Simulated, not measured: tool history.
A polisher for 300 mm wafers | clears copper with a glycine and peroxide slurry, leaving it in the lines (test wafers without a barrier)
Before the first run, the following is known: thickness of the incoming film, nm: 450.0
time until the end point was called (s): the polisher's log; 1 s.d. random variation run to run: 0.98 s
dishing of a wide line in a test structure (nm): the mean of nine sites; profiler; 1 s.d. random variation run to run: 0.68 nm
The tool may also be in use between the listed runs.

run,day,flow of slurry (ml/min),pressure of the wafer on the pad (psi),speed of the pad under the wafer (cm/s),overpolish time after the end point (s),time until the end point was called (s),dishing of a wide line in a test structure (nm)
1,0,195,2.6,122,9,67.898,42.197
2,0.367,195,3.1,122,9,58.598,45.975
3,0.617,195,3.1,150,9,50.971,54.817
4,0.7,195,3.1,150,6,48.834,37.688
5,1.004,195,3.1,150,5,50.503,33.339
6,1.05,195,3.1,162,5,48.268,35.151
7,1.312,195,2.9,160,5,50.51,32.097

Run 8 is up next; what results do you expect?
8,1.483,195,2.8,158,5,?,?

time until the end point was called (s): 53.672
dishing of a wide line in a test structure (nm): 32.661
